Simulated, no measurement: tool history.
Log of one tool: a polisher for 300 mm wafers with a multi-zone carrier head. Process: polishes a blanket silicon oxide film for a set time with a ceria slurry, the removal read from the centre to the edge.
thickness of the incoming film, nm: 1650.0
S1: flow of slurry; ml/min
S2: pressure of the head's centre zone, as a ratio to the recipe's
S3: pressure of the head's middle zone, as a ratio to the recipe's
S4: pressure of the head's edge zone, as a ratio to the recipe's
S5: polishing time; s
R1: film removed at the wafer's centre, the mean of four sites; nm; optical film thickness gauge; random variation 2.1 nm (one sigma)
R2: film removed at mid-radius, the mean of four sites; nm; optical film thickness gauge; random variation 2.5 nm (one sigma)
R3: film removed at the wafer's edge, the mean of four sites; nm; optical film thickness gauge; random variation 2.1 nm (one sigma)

| run | hour | S1 | S2 | S3 | S4 | S5 | R1 | R2 | R3 |
|---|---|---|---|---|---|---|---|---|---|
| 1 | 0.0 | 160 | 1.00 | 1.00 | 1.00 | 54 | 290.62 | 291.43 | 293.84 |
| 2 | 7.5 | 160 | 1.00 | 1.00 | 1.00 | 41 | 220.07 | 224.54 | 228.21 |
| 3 | 11.7 | 160 | 0.97 | 1.00 | 1.00 | 41 | 212.31 | 225.43 | 225.86 |
| 4 | 19.8 | 160 | 0.97 | 1.05 | 1.00 | 41 | 214.26 | 235.42 | 218.59 |
| 5 | 25.0 | 125 | 0.97 | 1.05 | 1.00 | 41 | 202.67 | 223.98 | 215.54 |
| 6 | 32.6 | 125 | 0.97 | 1.05 | 0.94 | 41 | 203.65 | 224.77 | 213.34 |

The next listed run, before its measurement:
| 7 | 37.7 | 145 | 1.01 | 1.02 | 0.95 | 40 | ? | ? | ? |

Run 7 gave R1 213.03 nm, R2 217.16 nm, R3 208.89 nm.
